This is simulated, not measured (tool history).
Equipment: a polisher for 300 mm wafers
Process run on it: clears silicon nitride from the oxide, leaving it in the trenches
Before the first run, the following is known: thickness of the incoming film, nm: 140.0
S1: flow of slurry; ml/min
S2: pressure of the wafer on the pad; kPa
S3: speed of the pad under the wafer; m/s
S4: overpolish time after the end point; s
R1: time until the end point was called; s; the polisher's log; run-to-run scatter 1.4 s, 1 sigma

run    day   S1    S2  S3  S4      R1
  1      0  155  24.1   1  16  111.85
  2  0.158  155  24.8   1  16  112.98
  3  0.504  115  24.8   1  16  120.61
  4  0.729  115  24.8   1  13  117.45
  5  0.888  115  26.9   1  13  109.25
  6  1.183  115  21.4   1  13  137.62
  7  1.321  120  22.1   1  13     137

What does the tool deliver on the next run?
  8  1.55  125  22.8   1  13   ?

R1: 122.55 s
